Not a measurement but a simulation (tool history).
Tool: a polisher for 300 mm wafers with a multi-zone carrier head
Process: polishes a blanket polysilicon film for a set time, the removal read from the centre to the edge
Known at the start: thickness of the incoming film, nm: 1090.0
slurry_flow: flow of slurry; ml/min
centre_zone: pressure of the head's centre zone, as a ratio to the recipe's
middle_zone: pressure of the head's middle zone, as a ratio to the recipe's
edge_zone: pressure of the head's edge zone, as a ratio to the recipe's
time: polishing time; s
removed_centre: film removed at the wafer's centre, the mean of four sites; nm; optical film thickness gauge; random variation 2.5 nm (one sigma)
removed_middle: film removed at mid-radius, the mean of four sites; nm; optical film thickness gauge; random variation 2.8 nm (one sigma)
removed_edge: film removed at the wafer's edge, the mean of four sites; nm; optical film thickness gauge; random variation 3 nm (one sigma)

run,hour,slurry_flow,centre_zone,middle_zone,edge_zone,time,removed_centre,removed_middle,removed_edge
1,0.0,190,1.00,1.00,1.00,39,373.71,376.61,374.95
2,6.7,190,1.00,1.00,0.93,39,371.32,380.15,362.20
3,12.8,190,1.00,1.00,0.85,39,374.07,374.44,352.12
4,19.8,190,1.00,1.00,0.85,32,308.12,314.21,284.79
5,24.2,180,0.97,0.97,0.88,32,295.26,300.29,287.87
6,28.6,180,0.97,0.97,0.88,41,372.85,382.95,361.45
7,32.0,170,0.94,0.94,0.91,40,349.93,355.60,361.31
8,33.9,140,0.84,0.86,0.85,33,248.23,273.22,285.56
9,36.4,145,0.84,0.86,0.86,33,254.61,273.22,284.43

The next listed run, before its measurement:
10,43.7,145,0.84,0.86,0.88,33,?,?,?

{"run 10": {"removed_centre": 252.6, "removed_middle": 270.71, "removed_edge": 292.22}}
